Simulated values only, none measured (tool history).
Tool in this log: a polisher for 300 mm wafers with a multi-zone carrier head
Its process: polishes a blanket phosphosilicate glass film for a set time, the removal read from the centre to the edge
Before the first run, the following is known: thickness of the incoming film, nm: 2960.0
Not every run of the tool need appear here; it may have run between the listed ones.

run	hour	flow of slurry (ml/min)	pressure of the head's centre zone	pressure of the head's middle zone	pressure of the head's edge zone	abrasive content of the slurry	polishing time (s)	film removed at the wafer's centre (Å)	film removed at mid-radius (Å)	film removed at the wafer's edge (Å)
1	0.0	310	1.00	1.00	1.00	1.00	43	3367.2	3299.7	3510.0
2	5.7	305	1.02	0.97	0.96	0.90	42	3171.7	2942.3	3173.8
3	11.0	305	1.02	0.93	0.96	0.90	42	3254.5	2863.9	3156.1
4	18.4	305	1.02	0.98	0.96	0.90	42	3150.7	2985.1	3166.3
5	24.3	295	1.02	0.94	0.93	0.85	42	3037.4	2784.6	2984.7
6	32.5	295	0.99	0.94	0.93	0.85	42	2907.1	2798.8	2959.6
7	37.6	285	1.00	0.91	0.91	0.80	42	2869.1	2629.5	2847.3
8	42.3	275	1.01	0.89	0.89	0.75	42	2806.9	2431.3	2666.7
9	45.7	260	1.01	0.88	0.88	0.75	42	2777.4	2434.0	2640.6
10	53.4	260	1.01	0.88	0.88	0.75	42	2741.5	2447.6	2661.8
11	60.6	255	1.02	0.86	0.87	0.75	42	2816.3	2366.7	2621.5
12	68.3	225	1.01	0.81	0.81	0.70	42	2560.7	2082.2	2407.7

For run 13, what comes out?
13	72.2	280	1.06	0.83	0.82	0.65	42	?	?	?

film removed at the wafer's centre (Å): 2633.0
film removed at mid-radius (Å): 2102.7
film removed at the wafer's edge (Å): 2347.5
